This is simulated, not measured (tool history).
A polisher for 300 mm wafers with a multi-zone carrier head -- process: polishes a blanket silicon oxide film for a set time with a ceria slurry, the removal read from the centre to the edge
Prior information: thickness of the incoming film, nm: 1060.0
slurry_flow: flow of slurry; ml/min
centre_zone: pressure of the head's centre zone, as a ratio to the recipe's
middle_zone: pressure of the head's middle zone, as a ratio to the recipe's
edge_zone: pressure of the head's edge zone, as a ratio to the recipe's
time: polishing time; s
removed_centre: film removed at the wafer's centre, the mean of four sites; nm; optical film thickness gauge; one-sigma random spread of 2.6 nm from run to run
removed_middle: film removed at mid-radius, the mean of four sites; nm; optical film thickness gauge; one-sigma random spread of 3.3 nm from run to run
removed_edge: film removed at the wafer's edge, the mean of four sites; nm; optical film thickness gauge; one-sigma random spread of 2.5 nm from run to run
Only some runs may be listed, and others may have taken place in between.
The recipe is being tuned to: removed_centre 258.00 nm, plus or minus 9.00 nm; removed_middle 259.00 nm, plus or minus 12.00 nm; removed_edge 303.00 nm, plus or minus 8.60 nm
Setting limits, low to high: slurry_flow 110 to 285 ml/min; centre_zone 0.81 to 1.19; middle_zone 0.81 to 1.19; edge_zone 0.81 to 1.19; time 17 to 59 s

| run | hour | slurry_flow | centre_zone | middle_zone | edge_zone | time | removed_centre | removed_middle | removed_edge |
|---|---|---|---|---|---|---|---|---|---|
| 1 | 0.0 | 180 | 1.00 | 1.00 | 1.00 | 38 | 232.55 | 220.38 | 227.16 |
| 2 | 1.6 | 180 | 1.07 | 1.00 | 1.00 | 38 | 249.61 | 224.28 | 226.64 |
| 3 | 6.6 | 215 | 1.07 | 1.00 | 1.00 | 38 | 259.00 | 232.95 | 229.74 |
| 4 | 9.3 | 180 | 1.07 | 1.00 | 1.00 | 38 | 254.47 | 226.64 | 227.00 |
| 5 | 14.3 | 180 | 1.03 | 1.00 | 1.05 | 40 | 255.01 | 236.17 | 241.39 |
| 6 | 19.3 | 180 | 1.08 | 1.00 | 1.05 | 40 | 262.43 | 233.40 | 246.23 |
| 7 | 22.6 | 130 | 0.98 | 0.90 | 1.15 | 50 | 274.99 | 257.83 | 305.98 |
| 8 | 25.4 | 125 | 0.97 | 0.91 | 1.15 | 50 | 269.47 | 244.81 | 306.80 |
| 9 | 31.8 | 130 | 0.95 | 0.94 | 1.13 | 50 | 269.34 | 266.94 | 300.28 |

Which one of the following 5 next-run settings gets every result inside its allowed miss? There is exactly one.
| A | 38.2 | 115 | 0.90 | 0.91 | 1.08 | 53 | ? | ? | ? |
| B | 38.2 | 115 | 0.96 | 0.99 | 1.11 | 49 | ? | ? | ? |
| C | 38.2 | 120 | 0.90 | 1.06 | 1.11 | 52 | ? | ? | ? |
| D | 38.2 | 115 | 0.84 | 0.98 | 1.03 | 56 | ? | ? | ? |
| E | 38.2 | 120 | 0.98 | 0.81 | 1.19 | 53 | ? | ? | ? |

| move | removed_centre | removed_middle | removed_edge |
|---|---|---|---|
| A | 253.61 | 255.33 | 306.30 |
| B | 250.37 | 253.23 | 286.82 |
| C | 252.67 | 288.40 | 306.71 |
| D | 250.07 | 287.15 | 315.82 |
| E | 280.12 | 234.78 | 325.13 |
A: every result within its allowed miss
B: gets the furthest-off result to its target, but another result is out of tolerance
C: gets the furthest-off result to its target, but another result is out of tolerance
D: gets the furthest-off result to its target, but another result is out of tolerance
E: lands further from the targets than the last run did
The move that meets every target is A.
